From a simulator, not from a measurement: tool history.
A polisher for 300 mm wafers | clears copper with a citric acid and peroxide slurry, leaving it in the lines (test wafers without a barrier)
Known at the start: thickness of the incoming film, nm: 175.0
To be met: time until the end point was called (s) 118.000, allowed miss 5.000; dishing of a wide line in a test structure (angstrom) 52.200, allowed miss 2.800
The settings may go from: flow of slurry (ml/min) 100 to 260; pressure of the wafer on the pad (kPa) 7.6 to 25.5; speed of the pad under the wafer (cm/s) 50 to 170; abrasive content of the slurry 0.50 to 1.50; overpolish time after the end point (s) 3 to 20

run,hour,flow of slurry (ml/min),pressure of the wafer on the pad (kPa),speed of the pad under the wafer (cm/s),abrasive content of the slurry,overpolish time after the end point (s),time until the end point was called (s),dishing of a wide line in a test structure (angstrom)
1,0.0,165,16.5,110,1.00,10,99.452,144.700
2,5.4,170,15.2,112,1.00,8,105.000,111.190
3,14.2,170,15.2,134,1.00,8,86.300,133.870
4,15.7,170,15.2,134,1.00,12,86.097,186.300
# hour 24.3: slurry nozzle cleaned
5,24.3,170,15.2,134,1.00,11,81.309,181.080
6,28.1,170,15.2,156,1.00,11,72.080,206.310
7,37.1,195,13.1,144,1.10,9,82.366,150.300
8,44.8,215,11.7,140,1.05,7,92.526,111.860
9,49.8,230,10.3,140,0.95,6,99.839,86.894

Which of these 5 next moves meets every target?
A,54.8,215,10.3,140,0.90,3,?,?
B,54.8,225,11.7,142,1.05,11,?,?
C,54.8,255,9.7,126,0.95,4,?,?
D,54.8,235,7.6,128,1.05,4,?,?
E,54.8,205,9.0,118,1.05,10,?,?

move,time until the end point was called (s),dishing of a wide line in a test structure (angstrom)
A,104.150,44.144
B,90.535,166.470
C,117.180,51.949
D,131.400,46.488
E,130.070,110.840
A: takes the result that was furthest off past its target
B: further off than the last run
C: meets every target
D: takes the result that was furthest off past its target
E: further off than the last run
The right move is C.
